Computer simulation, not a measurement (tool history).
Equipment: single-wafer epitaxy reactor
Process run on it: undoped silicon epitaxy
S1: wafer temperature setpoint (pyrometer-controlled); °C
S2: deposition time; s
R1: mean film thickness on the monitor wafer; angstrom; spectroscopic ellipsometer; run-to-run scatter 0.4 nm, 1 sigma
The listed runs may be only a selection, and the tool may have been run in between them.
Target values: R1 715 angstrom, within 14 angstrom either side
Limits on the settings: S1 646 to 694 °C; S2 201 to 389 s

{"run": 1, "day": 0.0, "S1": 670, "S2": 295, "R1": 793.35}
{"run": 2, "day": 0.179, "S1": 669, "S2": 295, "R1": 773}
{"run": 3, "day": 0.404, "S1": 669, "S2": 333, "R1": 868.55}
{"run": 4, "day": 0.571, "S1": 667, "S2": 333, "R1": 839.94}
{"run": 5, "day": 0.858, "S1": 667, "S2": 360, "R1": 901.28}
{"run": 6, "day": 1.008, "S1": 665, "S2": 360, "R1": 877.36}
{"run": 7, "day": 1.362, "S1": 663, "S2": 360, "R1": 831.36}
{"run": 8, "day": 1.633, "S1": 662, "S2": 360, "R1": 812.94}
{"run": 9, "day": 1.675, "S1": 661, "S2": 360, "R1": 793.1}
{"run": 10, "day": 2.029, "S1": 660, "S2": 360, "R1": 784.3}
{"run": 11, "day": 2.171, "S1": 659, "S2": 360, "R1": 764.75}
{"run": 12, "day": 2.425, "S1": 658, "S2": 360, "R1": 755.65}
{"run": 13, "day": 2.683, "S1": 657, "S2": 360, "R1": 730.01}

Which single option among these 4 for the next run brings every result within its allowed miss of target? Just one does.
{"run": "A", "day": 2.942, "S1": 655, "S2": 389, "R1": "?"}
{"run": "B", "day": 2.942, "S1": 654, "S2": 374, "R1": "?"}
{"run": "C", "day": 2.942, "S1": 657, "S2": 366, "R1": "?"}
{"run": "D", "day": 2.942, "S1": 654, "S2": 386, "R1": "?"}

move=A R1=764.95
move=B R1=720.17
move=C R1=750.49
move=D R1=743.28
A: the biggest miss grows against the last run
B: all results land within tolerance of their targets
C: the biggest miss grows against the last run
D: the biggest miss grows against the last run
B is the move that brings every result within its allowed miss.
